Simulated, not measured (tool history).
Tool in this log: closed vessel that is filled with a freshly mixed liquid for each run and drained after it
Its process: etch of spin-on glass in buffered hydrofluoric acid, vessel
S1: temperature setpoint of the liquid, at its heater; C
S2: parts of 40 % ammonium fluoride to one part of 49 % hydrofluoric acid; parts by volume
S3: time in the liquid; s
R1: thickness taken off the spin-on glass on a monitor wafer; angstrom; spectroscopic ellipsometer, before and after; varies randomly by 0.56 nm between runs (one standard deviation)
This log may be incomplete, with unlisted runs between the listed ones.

run	hour	S1	S2	S3	R1
1	0.0	20	13.5	95	1619.9
2	3.0	17	13.5	95	1362.9
3	5.5	17	10.5	95	1715.5
4	13.7	17	9.0	95	1936.5
5	17.0	17	9.0	100	2041.0
6	20.7	17	12.5	100	1531.5
7	28.2	17	14.5	100	1325.4

What will run 8 give?
8	32.1	17	19.0	100	?

Run 8 yielded R1 1014.0 angstrom.
